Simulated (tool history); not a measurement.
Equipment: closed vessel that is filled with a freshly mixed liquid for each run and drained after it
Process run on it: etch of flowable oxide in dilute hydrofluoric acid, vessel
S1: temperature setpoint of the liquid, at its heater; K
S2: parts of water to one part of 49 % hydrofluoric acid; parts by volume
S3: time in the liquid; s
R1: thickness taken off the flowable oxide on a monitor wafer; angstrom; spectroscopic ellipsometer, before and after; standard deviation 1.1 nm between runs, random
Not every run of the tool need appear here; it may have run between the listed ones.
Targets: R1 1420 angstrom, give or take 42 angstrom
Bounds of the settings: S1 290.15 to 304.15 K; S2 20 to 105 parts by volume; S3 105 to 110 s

| run | day | S1 | S2 | S3 | R1 |
|---|---|---|---|---|---|
| 1 | 0 | 296.15 | 55 | 105 | 876.72 |
| 2 | 0.262 | 298.65 | 50 | 105 | 1097.5 |
| 3 | 0.5 | 298.65 | 40 | 105 | 1373.1 |
| 4 | 0.671 | 298.65 | 20 | 105 | 2806.7 |
| 5 | 0.917 | 296.65 | 25 | 105 | 2061.3 |
| 6 | 1.054 | 294.65 | 25 | 105 | 1854.8 |
| 7 | 1.225 | 293.15 | 25 | 105 | 1804.7 |
| 8 | 1.375 | 292.15 | 25 | 105 | 1712.2 |
| 9 | 1.488 | 291.65 | 25 | 105 | 1628.4 |
| 10 | 1.533 | 291.15 | 25 | 105 | 1618.8 |
| 11 | 1.875 | 290.65 | 25 | 105 | 1586.3 |
| 12 | 2.042 | 290.15 | 25 | 105 | 1534.1 |
| 13 | 2.412 | 290.15 | 30 | 105 | 1286.6 |

Of the 4 settings listed for the next run, only one would bring every result within its allowed miss of target. Which one?
| A | 2.783 | 290.15 | 30 | 110 | ? |
| B | 2.783 | 290.15 | 25 | 105 | ? |
| C | 2.783 | 292.65 | 30 | 105 | ? |
| D | 2.783 | 293.65 | 30 | 105 | ? |

| move | R1 |
|---|---|
| A | 1342.2 |
| B | 1546.8 |
| C | 1428.7 |
| D | 1491.5 |
A: gains on the last run, yet a result remains outside its allowed miss
B: takes the biggest miss from the last run beyond its target
C: all results land within tolerance of their targets
D: takes the biggest miss from the last run beyond its target
C is the move that brings every result within its allowed miss.
